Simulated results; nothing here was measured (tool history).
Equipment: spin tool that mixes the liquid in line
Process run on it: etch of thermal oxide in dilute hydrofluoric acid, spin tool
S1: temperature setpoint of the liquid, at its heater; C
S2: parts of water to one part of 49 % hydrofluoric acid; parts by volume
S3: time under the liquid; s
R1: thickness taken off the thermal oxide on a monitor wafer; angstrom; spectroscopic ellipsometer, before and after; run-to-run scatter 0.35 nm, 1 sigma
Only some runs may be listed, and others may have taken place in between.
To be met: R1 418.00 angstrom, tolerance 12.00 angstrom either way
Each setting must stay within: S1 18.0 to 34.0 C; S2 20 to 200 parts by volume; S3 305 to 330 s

run	day	S1	S2	S3	R1
1	0.000	26.0	110	305	153.34
2	0.150	26.0	110	305	151.18
3	0.300	23.0	110	305	134.16
4	0.658	26.5	90	305	194.63
5	0.933	24.0	90	305	179.42
6	1.033	27.0	75	305	240.64
7	1.204	29.0	65	305	306.24
8	1.562	30.5	65	305	327.12
9	1.633	31.5	65	305	340.15
10	1.688	32.5	60	305	381.76
11	1.988	33.0	60	305	385.52
12	2.129	33.5	60	305	398.48

Consider the 5 candidate settings below. Which is the only one whose results all fall within their allowed miss of target?
A	2.271	30.0	50	315	?
B	2.271	30.5	50	315	?
C	2.271	34.0	65	315	?
D	2.271	34.0	60	315	?
E	2.271	34.0	60	330	?

move	R1
A	441.82
B	450.56
C	386.82
D	422.54
E	442.66
A: pushes the last run's worst result past its target
B: pushes the last run's worst result past its target
C: misses by more than the last run did
D: hits every target within its allowed miss
E: pushes the last run's worst result past its target
Go with D: it meets all targets.

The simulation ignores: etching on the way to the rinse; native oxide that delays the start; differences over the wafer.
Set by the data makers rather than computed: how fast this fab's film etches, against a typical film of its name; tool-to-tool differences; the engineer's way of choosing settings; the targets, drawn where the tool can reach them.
